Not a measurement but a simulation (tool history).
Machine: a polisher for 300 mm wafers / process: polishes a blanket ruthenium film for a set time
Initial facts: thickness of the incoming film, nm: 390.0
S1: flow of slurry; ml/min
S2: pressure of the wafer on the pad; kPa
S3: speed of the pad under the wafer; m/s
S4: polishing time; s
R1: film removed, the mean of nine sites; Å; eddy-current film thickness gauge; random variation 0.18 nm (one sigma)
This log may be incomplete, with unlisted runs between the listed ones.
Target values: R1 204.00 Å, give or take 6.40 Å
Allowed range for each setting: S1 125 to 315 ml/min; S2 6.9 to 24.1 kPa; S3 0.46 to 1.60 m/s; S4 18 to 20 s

run  hour   S1    S2    S3  S4      R1
  1   0.0  205  15.2  1.02  20  278.81
  2   6.5  205  13.1  1.02  20  238.45
  3  11.8  205  13.1  0.78  20  182.75
  4  17.9  205  13.1  0.98  20  227.82
  5  19.3  255  13.1  0.98  20  237.81
  6  27.7  250  13.1  0.98  20  236.77
  7  35.3  245  13.1  0.98  20  237.21
  8  39.6  240  13.1  0.98  20  232.50
  9  48.4  230  12.4  0.98  20  222.63
 10  51.4  225  12.4  0.98  20  221.49
 11  56.3  220  12.4  0.98  20  221.51
 12  63.8  220  12.4  0.98  20  222.60

Of the 4 settings listed for the next run, only one would bring every result within its allowed miss of target. Which one?
  A  71.3  205  13.8  0.94  19   ?
  B  71.3  240  15.9  0.84  20   ?
  C  71.3  200  13.1  1.12  20   ?
  D  71.3  310   9.0  1.22  20   ?

move      R1
   A  223.62
   B  246.79
   C  264.56
   D  210.22
A: the biggest miss grows against the last run
B: the biggest miss grows against the last run
C: the biggest miss grows against the last run
D: meets every target
Answer: D

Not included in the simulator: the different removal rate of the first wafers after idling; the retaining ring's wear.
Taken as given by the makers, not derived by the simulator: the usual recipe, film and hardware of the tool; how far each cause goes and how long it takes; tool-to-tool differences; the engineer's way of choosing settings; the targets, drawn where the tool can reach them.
